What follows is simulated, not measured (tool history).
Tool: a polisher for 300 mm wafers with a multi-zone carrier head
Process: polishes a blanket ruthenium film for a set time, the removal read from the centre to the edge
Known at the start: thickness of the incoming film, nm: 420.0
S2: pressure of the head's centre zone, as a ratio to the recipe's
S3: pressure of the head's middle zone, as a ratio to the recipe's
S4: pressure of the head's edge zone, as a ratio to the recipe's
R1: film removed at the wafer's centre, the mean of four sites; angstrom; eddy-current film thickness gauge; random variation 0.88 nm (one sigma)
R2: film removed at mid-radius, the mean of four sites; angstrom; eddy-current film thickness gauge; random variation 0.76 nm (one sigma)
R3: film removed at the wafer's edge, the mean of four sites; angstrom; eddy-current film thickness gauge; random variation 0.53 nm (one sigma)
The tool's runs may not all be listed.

Run 1, day 0: flow of slurry (ml/min) 155, S2 1, S3 1, S4 1, polishing time (s) 39. Result: R1 656.99 angstrom, R2 676.93 angstrom, R3 670.09 angstrom.
Run 2, day 0.3: flow of slurry (ml/min) 150, S2 1.02, S3 1.01, S4 0.95, polishing time (s) 38. Result: R1 647.71 angstrom, R2 673.02 angstrom, R3 645.26 angstrom.
Run 3, day 0.567: flow of slurry (ml/min) 150, S2 1.02, S3 0.97, S4 0.95, polishing time (s) 38. Result: R1 644.87 angstrom, R2 651.63 angstrom, R3 649.24 angstrom.
Run 4, day 0.658: flow of slurry (ml/min) 150, S2 1.06, S3 0.99, S4 0.93, polishing time (s) 36. Result: R1 652 angstrom, R2 606.78 angstrom, R3 604.42 angstrom.
Run 5, day 0.738: flow of slurry (ml/min) 150, S2 1.06, S3 0.99, S4 0.93, polishing time (s) 30. Result: R1 535.17 angstrom, R2 525.2 angstrom, R3 502 angstrom.
Run 6, day 0.867: flow of slurry (ml/min) 165, S2 1.07, S3 1.02, S4 0.93, polishing time (s) 30. Result: R1 558.55 angstrom, R2 539.95 angstrom, R3 499.91 angstrom.
Run 7, day 1.075: flow of slurry (ml/min) 170, S2 1.07, S3 1.04, S4 0.93, polishing time (s) 31. Result: R1 575.22 angstrom, R2 562.61 angstrom, R3 528.69 angstrom.
Run 8, day 1.329: flow of slurry (ml/min) 175, S2 1.08, S3 1.07, S4 0.92, polishing time (s) 31. Result: R1 584.7 angstrom, R2 582.57 angstrom, R3 526.11 angstrom.
Run 9, day 1.662: flow of slurry (ml/min) 180, S2 1.09, S3 1.08, S4 0.92, polishing time (s) 31. Result: R1 594.39 angstrom, R2 589.61 angstrom, R3 522.39 angstrom.

The next listed run, before its measurement:
Run 10, day 1.833: flow of slurry (ml/min) 185, S2 1.1, S3 1.08, S4 0.93, polishing time (s) 31. Result: R1 ?, R2 ?, R3 ?.

Run 10 gave R1 592.11 angstrom, R2 598.11 angstrom, R3 532.19 angstrom.
